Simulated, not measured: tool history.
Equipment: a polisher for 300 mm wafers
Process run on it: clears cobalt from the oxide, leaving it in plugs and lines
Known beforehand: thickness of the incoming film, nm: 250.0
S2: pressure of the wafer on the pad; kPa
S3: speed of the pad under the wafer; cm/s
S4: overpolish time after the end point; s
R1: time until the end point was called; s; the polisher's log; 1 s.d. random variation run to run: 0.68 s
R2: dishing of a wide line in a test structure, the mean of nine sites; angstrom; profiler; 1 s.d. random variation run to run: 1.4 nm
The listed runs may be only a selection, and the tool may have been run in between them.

Run 1, day 0.000: flow of slurry (ml/min) 135, S2 10.3 kPa, S3 98 cm/s, S4 20 s. Result: R1 75.910 s, R2 435.65 angstrom.
Run 2, day 0.358: flow of slurry (ml/min) 135, S2 10.3 kPa, S3 116 cm/s, S4 20 s. Result: R1 63.604 s, R2 485.10 angstrom.
Run 3, day 0.433: flow of slurry (ml/min) 135, S2 10.3 kPa, S3 106 cm/s, S4 20 s. Result: R1 70.904 s, R2 473.34 angstrom.
Run 4, day 0.621: flow of slurry (ml/min) 135, S2 10.3 kPa, S3 106 cm/s, S4 21 s. Result: R1 69.805 s, R2 497.22 angstrom.
Run 5, day 0.675: flow of slurry (ml/min) 135, S2 10.3 kPa, S3 128 cm/s, S4 21 s. Result: R1 58.500 s, R2 533.35 angstrom.
Run 6, day 0.700: flow of slurry (ml/min) 135, S2 11.7 kPa, S3 128 cm/s, S4 21 s. Result: R1 52.801 s, R2 594.54 angstrom.

Run 7 is up next; what results do you expect?
Run 7, day 1.033: flow of slurry (ml/min) 135, S2 11.7 kPa, S3 128 cm/s, S4 22 s. Result: R1 ?, R2 ?.

Run 7 gave R1 52.972 s, R2 606.12 angstrom.
